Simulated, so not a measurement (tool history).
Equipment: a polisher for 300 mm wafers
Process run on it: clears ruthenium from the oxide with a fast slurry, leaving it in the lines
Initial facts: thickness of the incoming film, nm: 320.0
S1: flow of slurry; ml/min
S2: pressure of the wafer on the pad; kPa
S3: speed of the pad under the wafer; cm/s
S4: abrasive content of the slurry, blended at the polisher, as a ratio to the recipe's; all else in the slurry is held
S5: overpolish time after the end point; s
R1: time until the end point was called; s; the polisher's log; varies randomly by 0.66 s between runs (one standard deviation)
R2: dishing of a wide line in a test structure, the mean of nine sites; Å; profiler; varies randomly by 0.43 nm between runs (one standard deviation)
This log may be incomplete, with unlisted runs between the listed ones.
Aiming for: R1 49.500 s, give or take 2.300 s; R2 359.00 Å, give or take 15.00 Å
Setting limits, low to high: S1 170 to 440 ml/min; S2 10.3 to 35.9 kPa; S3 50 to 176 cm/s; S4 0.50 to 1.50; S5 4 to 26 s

| run | hour | S1 | S2 | S3 | S4 | S5 | R1 | R2 |
|---|---|---|---|---|---|---|---|---|
| 1 | 0.0 | 280 | 22.8 | 112 | 1.00 | 13 | 63.081 | 571.43 |
| 2 | 0.8 | 280 | 24.1 | 112 | 1.00 | 11 | 60.378 | 516.61 |
| 3 | 2.2 | 280 | 25.5 | 112 | 1.00 | 9 | 57.405 | 457.29 |
| 4 | 6.1 | 280 | 30.3 | 112 | 1.00 | 9 | 49.446 | 521.84 |
| 5 | 8.4 | 280 | 30.3 | 130 | 1.00 | 9 | 43.972 | 578.90 |
| 6 | 17.0 | 280 | 29.6 | 128 | 1.00 | 8 | 44.474 | 505.72 |
| 7 | 17.9 | 280 | 29.6 | 128 | 1.00 | 8 | 45.391 | 508.92 |
| 8 | 18.9 | 280 | 29.0 | 128 | 1.00 | 7 | 46.480 | 454.64 |
| 9 | 21.5 | 280 | 28.3 | 128 | 1.00 | 7 | 47.011 | 436.20 |
| 10 | 24.0 | 280 | 27.6 | 130 | 1.00 | 7 | 47.695 | 442.41 |

Which single option among these 4 for the next run brings every result within its allowed miss of target? Just one does.
| A | 26.5 | 285 | 29.0 | 120 | 0.95 | 6 | ? | ? |
| B | 26.5 | 325 | 25.5 | 144 | 1.05 | 6 | ? | ? |
| C | 26.5 | 360 | 26.2 | 102 | 1.10 | 6 | ? | ? |
| D | 26.5 | 175 | 26.9 | 118 | 0.90 | 7 | ? | ? |

| move | R1 | R2 |
|---|---|---|
| A | 48.670 | 367.71 |
| B | 45.257 | 393.01 |
| C | 56.002 | 323.01 |
| D | 56.597 | 368.81 |
A: every result lands within tolerance
B: closes in on the targets versus the last run, not all within tolerance yet
C: carries the result that was furthest off beyond its target, to the other side
D: the worst result of the last run now meets its target, but another is out of spec
The move that meets every target is A.
